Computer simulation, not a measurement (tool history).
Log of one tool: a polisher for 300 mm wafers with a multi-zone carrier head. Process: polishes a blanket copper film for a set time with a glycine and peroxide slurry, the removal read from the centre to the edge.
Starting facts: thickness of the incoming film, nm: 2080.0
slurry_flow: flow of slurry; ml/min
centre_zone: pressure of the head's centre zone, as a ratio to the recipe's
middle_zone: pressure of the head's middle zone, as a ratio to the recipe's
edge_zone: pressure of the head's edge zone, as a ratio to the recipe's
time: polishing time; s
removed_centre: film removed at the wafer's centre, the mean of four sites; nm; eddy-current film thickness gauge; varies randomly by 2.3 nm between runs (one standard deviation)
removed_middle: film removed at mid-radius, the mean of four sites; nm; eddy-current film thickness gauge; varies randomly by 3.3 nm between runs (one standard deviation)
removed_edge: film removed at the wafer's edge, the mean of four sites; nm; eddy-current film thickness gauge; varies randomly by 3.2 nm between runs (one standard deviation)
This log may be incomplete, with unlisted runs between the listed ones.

Run 1, hour 0.0: slurry_flow 290 ml/min, centre_zone 1.00, middle_zone 1.00, edge_zone 1.00, time 52 s. Result: removed_centre 266.75 nm, removed_middle 273.57 nm, removed_edge 273.86 nm.
Run 2, hour 2.4: slurry_flow 290 ml/min, centre_zone 1.00, middle_zone 1.00, edge_zone 1.00, time 41 s. Result: removed_centre 211.38 nm, removed_middle 214.21 nm, removed_edge 210.43 nm.
Run 3, hour 6.8: slurry_flow 290 ml/min, centre_zone 0.91, middle_zone 1.00, edge_zone 1.00, time 41 s. Result: removed_centre 192.61 nm, removed_middle 211.56 nm, removed_edge 209.57 nm.
Run 4, hour 12.4: slurry_flow 290 ml/min, centre_zone 0.93, middle_zone 1.01, edge_zone 1.02, time 42 s. Result: removed_centre 199.84 nm, removed_middle 217.78 nm, removed_edge 221.34 nm.
Run 5, hour 15.8: slurry_flow 290 ml/min, centre_zone 0.93, middle_zone 1.01, edge_zone 1.02, time 34 s. Result: removed_centre 158.66 nm, removed_middle 180.17 nm, removed_edge 181.22 nm.
Run 6, hour 24.5: slurry_flow 295 ml/min, centre_zone 0.97, middle_zone 1.03, edge_zone 1.04, time 36 s. Result: removed_centre 180.09 nm, removed_middle 185.47 nm, removed_edge 195.35 nm.
Run 7, hour 26.5: slurry_flow 295 ml/min, centre_zone 0.97, middle_zone 1.03, edge_zone 1.03, time 38 s. Result: removed_centre 188.52 nm, removed_middle 202.19 nm, removed_edge 205.99 nm.

Run 8 has not been measured yet. What should we expect?
Run 8, hour 33.1: slurry_flow 300 ml/min, centre_zone 0.99, middle_zone 1.05, edge_zone 1.03, time 38 s. Result: removed_centre ?, removed_middle ?, removed_edge ?.

{"run 8": {"removed_centre": 192.29, "removed_middle": 201.27, "removed_edge": 206.7}}
